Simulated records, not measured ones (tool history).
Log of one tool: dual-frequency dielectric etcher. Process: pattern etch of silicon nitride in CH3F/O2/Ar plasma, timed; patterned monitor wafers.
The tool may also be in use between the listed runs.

| run | hour | source power (kW) | bias power (kW) | etch time (s) | mean etch depth across the wafer (nm) |
|---|---|---|---|---|---|
| 1 | 0 | 0.42 | 0.066 | 27 | 18.745 |
| 2 | 1.5 | 0.4 | 0.063 | 27 | 18.006 |
| 3 | 6.8 | 0.4 | 0.063 | 25 | 16.489 |
| 4 | 12.9 | 0.45 | 0.063 | 25 | 17.275 |
| 5 | 16.2 | 0.45 | 0.074 | 25 | 18.837 |
| 6 | 20.2 | 0.45 | 0.074 | 25 | 18.831 |
| 7 | 28.1 | 0.43 | 0.071 | 25 | 18.284 |
| 8 | 33.1 | 0.42 | 0.068 | 25 | 17.367 |
| 9 | 38.6 | 0.4 | 0.067 | 25 | 17.13 |
| 10 | 45.7 | 0.39 | 0.065 | 25 | 16.762 |
| 11 | 46.7 | 0.38 | 0.063 | 25 | 16.515 |

Run 12 comes next. What will it give?
| 12 | 55.1 | 0.37 | 0.061 | 25 | ? |

Run 12 gave mean etch depth across the wafer (nm) 15.595.
